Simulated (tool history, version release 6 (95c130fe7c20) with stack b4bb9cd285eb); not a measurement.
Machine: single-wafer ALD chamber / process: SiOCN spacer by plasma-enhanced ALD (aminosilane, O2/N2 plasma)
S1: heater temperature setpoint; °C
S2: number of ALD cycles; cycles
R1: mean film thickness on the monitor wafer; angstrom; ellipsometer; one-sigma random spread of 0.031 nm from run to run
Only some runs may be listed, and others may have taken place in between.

run	hour	S1	S2	R1
1	0	420	78	47.869
2	8.2	420	88	54.269
3	13.8	420	77	47.306
4	22.9	424	77	46.942
5	29.9	422	80	48.73
6	30.9	413	80	50.014
7	32.1	411	82	52.347
8	39	411	82	51.82

Run 9 has not been measured yet. What should we expect?
9	44.6	409	83	?

{"run 9": {"R1": 53.417}}
